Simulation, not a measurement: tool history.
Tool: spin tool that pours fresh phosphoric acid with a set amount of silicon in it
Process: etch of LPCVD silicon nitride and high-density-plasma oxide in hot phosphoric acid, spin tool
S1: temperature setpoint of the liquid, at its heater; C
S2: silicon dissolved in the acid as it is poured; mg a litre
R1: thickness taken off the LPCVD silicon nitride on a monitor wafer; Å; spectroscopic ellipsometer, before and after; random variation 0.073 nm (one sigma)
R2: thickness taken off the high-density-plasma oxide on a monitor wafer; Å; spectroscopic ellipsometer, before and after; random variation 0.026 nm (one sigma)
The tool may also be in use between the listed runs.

{"run": 1, "hour": 0.0, "S1": 160, "S2": 20, "time under the liquid (s)": 180, "R1": 171.64, "R2": 4.7825}
{"run": 2, "hour": 6.8, "S1": 158.5, "S2": 20, "time under the liquid (s)": 180, "R1": 160.37, "R2": 4.2196}
{"run": 3, "hour": 9.5, "S1": 158, "S2": 16, "time under the liquid (s)": 165, "R1": 144.81, "R2": 3.7096}
{"run": 4, "hour": 11.6, "S1": 158, "S2": 10.5, "time under the liquid (s)": 150, "R1": 132.64, "R2": 4.0536}
{"run": 5, "hour": 15.1, "S1": 158, "S2": 20.5, "time under the liquid (s)": 150, "R1": 132.88, "R2": 2.908}
{"run": 6, "hour": 20.6, "S1": 157.5, "S2": 14, "time under the liquid (s)": 145, "R1": 124.81, "R2": 3.5402}
{"run": 7, "hour": 28.8, "S1": 157, "S2": 11, "time under the liquid (s)": 140, "R1": 119.31, "R2": 3.7168}
{"run": 8, "hour": 32.9, "S1": 157, "S2": 9.5, "time under the liquid (s)": 140, "R1": 120.07, "R2": 3.6471}
{"run": 9, "hour": 41.8, "S1": 157, "S2": 9.5, "time under the liquid (s)": 140, "R1": 118.2, "R2": 3.4406}

Run 10 comes next. What will it give?
{"run": 10, "hour": 49.5, "S1": 157, "S2": 9.5, "time under the liquid (s)": 140, "R1": "?", "R2": "?"}

R1: 119.88 Å
R2: 3.8437 Å
